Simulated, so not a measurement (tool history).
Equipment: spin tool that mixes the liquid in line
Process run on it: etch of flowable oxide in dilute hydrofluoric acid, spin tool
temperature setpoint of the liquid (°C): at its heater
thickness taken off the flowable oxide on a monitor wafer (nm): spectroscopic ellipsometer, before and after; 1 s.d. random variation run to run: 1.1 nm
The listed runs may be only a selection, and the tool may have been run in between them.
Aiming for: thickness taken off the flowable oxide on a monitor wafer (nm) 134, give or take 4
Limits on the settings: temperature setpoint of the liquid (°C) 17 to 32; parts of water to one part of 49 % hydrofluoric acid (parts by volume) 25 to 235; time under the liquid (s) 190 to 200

| run | hour | temperature setpoint of the liquid (°C) | parts of water to one part of 49 % hydrofluoric acid (parts by volume) | time under the liquid (s) | thickness taken off the flowable oxide on a monitor wafer (nm) |
|---|---|---|---|---|---|
| 1 | 0 | 24 | 130 | 190 | 62.774 |
| 2 | 7.1 | 27 | 130 | 190 | 70.901 |
| 3 | 12.2 | 27 | 130 | 190 | 70.391 |
| 4 | 13.5 | 27.5 | 125 | 190 | 76.161 |
| 5 | 14.9 | 24.5 | 125 | 190 | 66.951 |
| 6 | 23.7 | 25.5 | 120 | 190 | 72.421 |
| 7 | 24.9 | 26 | 115 | 190 | 78.491 |
| 8 | 30.5 | 26.5 | 110 | 190 | 84.502 |
| 9 | 31.6 | 27 | 105 | 190 | 90.477 |
| 10 | 40.3 | 27.5 | 105 | 190 | 91.816 |
| 11 | 42.3 | 28 | 105 | 190 | 93.478 |
| 12 | 45.3 | 28.5 | 100 | 190 | 100.19 |
| 13 | 54 | 32 | 80 | 190 | 147.29 |
| 14 | 59.6 | 31 | 80 | 190 | 141.86 |
| 15 | 68.3 | 30.5 | 80 | 190 | 139.67 |

Below are 4 possible settings for the next run. Only one of them brings all results inside the allowed miss of their targets. Which is it?
| A | 77 | 31.5 | 90 | 190 | ? |
| B | 77 | 27.5 | 70 | 190 | ? |
| C | 77 | 26.5 | 75 | 200 | ? |
| D | 77 | 29.5 | 85 | 190 | ? |

| move | thickness taken off the flowable oxide on a monitor wafer (nm) |
|---|---|
| A | 128.08 |
| B | 145.41 |
| C | 136.39 |
| D | 126.68 |
A: the result that was furthest off in the last run now lies on the other side of its target
B: further off than the last run
C: all results land within tolerance of their targets
D: the result that was furthest off in the last run now lies on the other side of its target
Correct choice: C, which meets every target

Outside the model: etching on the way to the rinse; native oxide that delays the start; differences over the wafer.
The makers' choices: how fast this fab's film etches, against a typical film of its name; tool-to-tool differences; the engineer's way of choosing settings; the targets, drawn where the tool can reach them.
